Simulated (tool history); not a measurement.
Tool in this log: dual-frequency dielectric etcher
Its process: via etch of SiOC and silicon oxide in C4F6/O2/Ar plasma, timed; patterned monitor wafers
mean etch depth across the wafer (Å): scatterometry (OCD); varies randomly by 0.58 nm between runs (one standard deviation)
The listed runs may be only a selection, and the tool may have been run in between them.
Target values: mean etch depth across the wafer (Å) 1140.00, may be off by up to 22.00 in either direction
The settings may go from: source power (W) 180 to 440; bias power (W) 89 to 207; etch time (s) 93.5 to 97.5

run    day  source power (W)  bias power (W)  etch time (s)  mean etch depth across the wafer (Å)
  1  0.000               310             148           93.5                                883.09
  2  0.200               310             172           93.5                                945.23
  3  0.300               330             175           93.5                                987.08
  4  0.596               330             165           93.5                                958.08
  5  0.746               350             166           93.5                                998.94
  6  0.875               350             143           93.5                                939.63
  7  1.146               360             146           93.5                                973.96
  8  1.458               370             147           93.5                                982.21
  9  1.658               380             149           93.5                                995.14
 10  1.754               390             152           93.5                               1023.50
 11  1.892               390             152           93.5                               1023.60
 12  2.012               400             154           93.5                               1050.60
 13  2.192               410             155           93.5                               1058.50
 14  2.246               410             157           93.5                               1069.60
 15  2.312               410             157           93.5                               1065.90
 16  2.367               410             159           93.5                               1076.60
 17  2.504               410             160           93.5                               1083.10
 18  2.779               430             161           93.5                               1105.80

Which of these 5 next moves meets every target?
  A  3.054               440             141           94.5                                     ?
  B  3.054               440             171           93.5                                     ?
  C  3.054               380             169           93.5                                     ?
  D  3.054               420             144           95.5                                     ?
  E  3.054               440             145           93.5                                     ?

move  mean etch depth across the wafer (Å)
   A                               1072.70
   B                               1147.60
   C                               1054.60
   D                               1066.20
   E                               1073.50
A: misses by more than the last run did
B: meets every target
C: misses by more than the last run did
D: misses by more than the last run did
E: misses by more than the last run did
Correct choice: B, which meets every target
